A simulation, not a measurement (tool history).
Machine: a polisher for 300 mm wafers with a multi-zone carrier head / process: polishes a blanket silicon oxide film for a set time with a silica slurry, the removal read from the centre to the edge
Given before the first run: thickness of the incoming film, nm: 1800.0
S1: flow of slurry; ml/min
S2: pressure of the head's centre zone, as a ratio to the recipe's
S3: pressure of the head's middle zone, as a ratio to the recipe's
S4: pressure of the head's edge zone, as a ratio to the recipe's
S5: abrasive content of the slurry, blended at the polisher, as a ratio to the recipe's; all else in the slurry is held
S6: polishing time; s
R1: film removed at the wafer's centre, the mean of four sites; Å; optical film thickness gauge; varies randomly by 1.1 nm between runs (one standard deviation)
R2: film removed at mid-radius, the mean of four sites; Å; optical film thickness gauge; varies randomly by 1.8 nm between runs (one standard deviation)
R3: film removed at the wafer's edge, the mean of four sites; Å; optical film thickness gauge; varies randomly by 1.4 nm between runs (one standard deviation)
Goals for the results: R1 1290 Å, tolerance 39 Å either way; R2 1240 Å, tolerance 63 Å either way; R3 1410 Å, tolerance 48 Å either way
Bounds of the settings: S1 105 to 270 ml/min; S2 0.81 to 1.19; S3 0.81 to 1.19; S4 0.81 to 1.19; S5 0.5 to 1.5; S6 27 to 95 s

run  hour   S1    S2    S3    S4    S5  S6      R1      R2      R3
  1     0  175     1     1     1     1  61  2337.9  2403.7  2342.5
  2   3.9  175     1     1  0.93     1  61  2303.9  2313.4  2244.3
  3   7.9  170  0.97  0.96  0.91   0.9  59  2090.2  2145.8  2012.7
  4  13.4  170  0.97  0.96  0.94   0.9  59  2121.4  2138.6  2030.7
  5  21.5  170  0.97  0.96     1   0.9  59  2097.7  2042.7  2138.6
  6  29.6  170  0.97  0.96     1   0.8  59  1959.3  2010.5  2008.7
  7  32.8  160  0.95  0.93  1.01  0.75  57  1818.8    1782  1850.2
  8  41.6  120  0.85  0.85  1.04   0.5  51  1107.7  1154.5  1285.9
  9  44.3  135  0.86  0.85  1.04   0.5  51  1165.1  1176.4  1330.1
 10  46.5  145  0.86  0.85  1.04   0.5  51  1188.9  1192.3  1341.6
 11  52.6  150  0.86  0.85  1.04   0.5  51    1197  1170.8  1335.7
 12  61.5  155  0.86  0.86  1.04   0.5  51  1226.1  1251.8  1357.2
 13  64.9  160  0.86  0.85  1.05   0.5  51  1207.7  1238.6  1376.8
 14  73.6  165  0.87  0.84  1.05   0.5  51  1244.5  1247.6  1388.8
 15  76.3  165  0.88  0.83  1.05   0.5  51  1239.7  1198.8  1386.3
 16  79.9  170  0.88  0.83  1.05   0.5  51  1251.2  1257.1  1387.3
 17  82.5  170  0.89  0.83  1.06   0.5  51  1256.3  1267.8  1385.7
 18  85.7  170  0.89  0.83  1.05   0.5  51  1244.1  1231.2  1356.3

Which single option among these 4 for the next run brings every result within its allowed miss of target? Just one does.
  A  88.9  125  0.81  0.81  1.05  0.55  51   ?   ?   ?
  B  88.9  175  0.91  0.82  1.07   0.5  51   ?   ?   ?
  C  88.9  185  0.92  0.85  1.07   0.5  47   ?   ?   ?
  D  88.9  145  0.93  0.85  1.06   0.5  50   ?   ?   ?

move      R1      R2      R3
   A  1167.8  1200.7  1372.2
   B  1287.9  1230.7  1380.4
   C  1208.1  1168.6  1280.8
   D  1226.4  1185.4  1310.5
A: its largest miss is bigger than the last run's
B: every result within its allowed miss
C: its largest miss is bigger than the last run's
D: its largest miss is bigger than the last run's
B is the move that brings every result within its allowed miss.
